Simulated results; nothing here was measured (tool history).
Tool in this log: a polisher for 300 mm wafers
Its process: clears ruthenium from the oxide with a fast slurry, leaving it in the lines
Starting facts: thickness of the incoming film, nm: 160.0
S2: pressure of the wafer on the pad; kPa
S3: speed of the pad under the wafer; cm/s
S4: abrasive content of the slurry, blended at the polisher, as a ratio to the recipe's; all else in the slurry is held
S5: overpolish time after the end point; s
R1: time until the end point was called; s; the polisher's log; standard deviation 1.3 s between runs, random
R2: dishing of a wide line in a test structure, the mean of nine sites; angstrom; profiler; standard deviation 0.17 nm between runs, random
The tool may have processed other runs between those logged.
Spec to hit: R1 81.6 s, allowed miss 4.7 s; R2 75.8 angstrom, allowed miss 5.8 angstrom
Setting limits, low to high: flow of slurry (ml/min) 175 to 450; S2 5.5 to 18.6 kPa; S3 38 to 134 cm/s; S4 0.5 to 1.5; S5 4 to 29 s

run 1 hour=0 | flow_of_slurry_(ml/min)=290 S2=11.7 S3=86 S4=1 S5=15 | R1=65.745 R2=306.5
run 2 hour=3.2 | flow_of_slurry_(ml/min)=290 S2=9.7 S3=86 S4=1 S5=15 | R1=82.956 R2=276.3
run 3 hour=10 | flow_of_slurry_(ml/min)=255 S2=11.7 S3=70 S4=0.85 S5=11 | R1=91.782 R2=181.18
run 4 hour=16.3 | flow_of_slurry_(ml/min)=230 S2=13.8 S3=60 S4=0.75 S5=9 | R1=95.701 R2=142.93
run 5 hour=24.4 | flow_of_slurry_(ml/min)=210 S2=15.2 S3=56 S4=0.65 S5=7 | R1=107.96 R2=100.3
run 6 hour=33 | flow_of_slurry_(ml/min)=210 S2=15.2 S3=38 S4=0.65 S5=7 | R1=155.24 R2=68.104
run 7 hour=37.6 | flow_of_slurry_(ml/min)=200 S2=16.5 S3=44 S4=0.6 S5=6 | R1=131.17 R2=68.731
run 8 hour=38.6 | flow_of_slurry_(ml/min)=190 S2=17.2 S3=50 S4=0.55 S5=5 | R1=123.36 R2=61.831
run 9 hour=39.9 | flow_of_slurry_(ml/min)=190 S2=17.2 S3=50 S4=0.55 S5=5 | R1=124.37 R2=62.976
run 10 hour=46.9 | flow_of_slurry_(ml/min)=185 S2=17.9 S3=58 S4=0.55 S5=5 | R1=104.7 R2=76.984
run 11 hour=54.8 | flow_of_slurry_(ml/min)=180 S2=17.9 S3=62 S4=0.55 S5=5 | R1=98.243 R2=79.307
run 12 hour=61.5 | flow_of_slurry_(ml/min)=180 S2=17.9 S3=66 S4=0.55 S5=5 | R1=91.758 R2=80.232
run 13 hour=69.2 | flow_of_slurry_(ml/min)=180 S2=17.9 S3=68 S4=0.55 S5=5 | R1=92.889 R2=84.093
run 14 hour=78.2 | flow_of_slurry_(ml/min)=180 S2=17.9 S3=70 S4=0.55 S5=5 | R1=87.96 R2=87.987

Pick the move, out of 4, that brings all results within their allowed miss; only one does.
run A hour=87.2 | flow_of_slurry_(ml/min)=265 S2=14.5 S3=68 S4=0.65 S5=4 | R1=? R2=?
run B hour=87.2 | flow_of_slurry_(ml/min)=175 S2=17.9 S3=74 S4=0.5 S5=6 | R1=? R2=?
run C hour=87.2 | flow_of_slurry_(ml/min)=175 S2=15.2 S3=96 S4=0.5 S5=4 | R1=? R2=?
run D hour=87.2 | flow_of_slurry_(ml/min)=175 S2=18.6 S3=92 S4=0.5 S5=4 | R1=? R2=?

move=A R1=93.948 R2=69.299
move=B R1=93.71 R2=102.68
move=C R1=85.744 R2=75.716
move=D R1=73.134 R2=88.28
A: takes the result that was furthest off past its target
B: the biggest miss grows against the last run
C: all results land within tolerance of their targets
D: about the same distance from the targets as the last run
So the answer is move C, the one that meets all the targets.
